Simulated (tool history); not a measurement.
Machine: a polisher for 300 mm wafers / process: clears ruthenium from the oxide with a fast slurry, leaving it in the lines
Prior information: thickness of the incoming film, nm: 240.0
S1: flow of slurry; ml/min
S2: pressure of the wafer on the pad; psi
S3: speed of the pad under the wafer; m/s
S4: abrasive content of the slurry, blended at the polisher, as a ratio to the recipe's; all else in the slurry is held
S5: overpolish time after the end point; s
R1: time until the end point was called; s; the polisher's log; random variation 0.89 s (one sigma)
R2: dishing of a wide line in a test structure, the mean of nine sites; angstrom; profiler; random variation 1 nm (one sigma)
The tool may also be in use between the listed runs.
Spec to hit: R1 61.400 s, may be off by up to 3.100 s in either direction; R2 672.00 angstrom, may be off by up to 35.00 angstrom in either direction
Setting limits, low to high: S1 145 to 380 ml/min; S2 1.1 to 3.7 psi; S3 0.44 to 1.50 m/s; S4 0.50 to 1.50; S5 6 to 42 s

run,hour,S1,S2,S3,S4,S5,R1,R2
1,0.0,245,2.4,0.96,1.00,21,81.564,470.09
2,2.6,245,2.4,0.96,1.00,29,84.023,618.23
3,5.2,245,2.7,0.96,1.00,29,75.112,666.68
4,8.0,245,2.7,1.10,1.00,29,65.396,754.26
5,11.8,245,2.7,1.10,1.00,28,64.641,705.92
6,15.5,220,2.7,1.10,1.00,28,67.153,700.07
7,22.4,225,2.7,1.10,1.00,28,66.402,720.80
8,30.8,230,2.7,1.10,1.00,28,66.683,712.60
9,36.8,230,2.7,1.10,1.00,28,65.297,721.53

Which one of the following 4 next-run settings gets every result inside its allowed miss? There is exactly one.
A,42.8,340,3.4,0.92,0.80,28,?,?
B,42.8,220,2.7,1.16,1.05,24,?,?
C,42.8,235,2.4,1.20,0.90,34,?,?
D,42.8,195,2.7,0.90,1.15,39,?,?

move,R1,R2
A,69.618,685.64
B,63.576,651.77
C,73.660,763.41
D,77.186,817.46
A: the furthest-off result lands on target, but another misses its tolerance
B: all results in spec
C: moves away from the targets compared with the last run
D: moves away from the targets compared with the last run
Correct choice: B, which meets every target
